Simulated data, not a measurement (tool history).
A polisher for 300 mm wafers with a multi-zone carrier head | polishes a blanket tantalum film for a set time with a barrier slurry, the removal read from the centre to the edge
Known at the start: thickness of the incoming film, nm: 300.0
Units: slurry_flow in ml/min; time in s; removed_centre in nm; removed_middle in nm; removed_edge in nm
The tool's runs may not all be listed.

run  hour  slurry_flow  centre_zone  middle_zone  edge_zone  slurry_solids  time  removed_centre  removed_middle  removed_edge
  1   0.0          285         1.00         1.00       1.00           1.00    66          93.891          89.529        93.256
  2   3.2          290         1.00         1.03       1.04           1.15    70         105.140         101.480       103.810
  3   4.6          290         0.98         1.04       1.07           1.25    74         110.430         111.060       112.740
  4   7.1          290         0.98         1.04       1.03           1.25    74         111.700         111.960       111.660
  5   9.0          295         0.97         1.04       1.06           1.30    77         115.920         115.280       118.310
  6  15.9          355         0.97         1.04       1.06           1.30    77         118.420         118.700       120.800
  7  16.5          385         0.98         1.10       1.16           1.50    82         135.020         135.000       138.630
  8  19.7          385         0.97         1.10       1.17           1.50    83         133.930         137.800       140.450

The next listed run, before its measurement:
  9  27.7          385         0.97         1.10       1.18           1.50    84               ?               ?             ?

Run 9 gave removed_centre 134.440 nm, removed_middle 138.760 nm, removed_edge 142.500 nm.
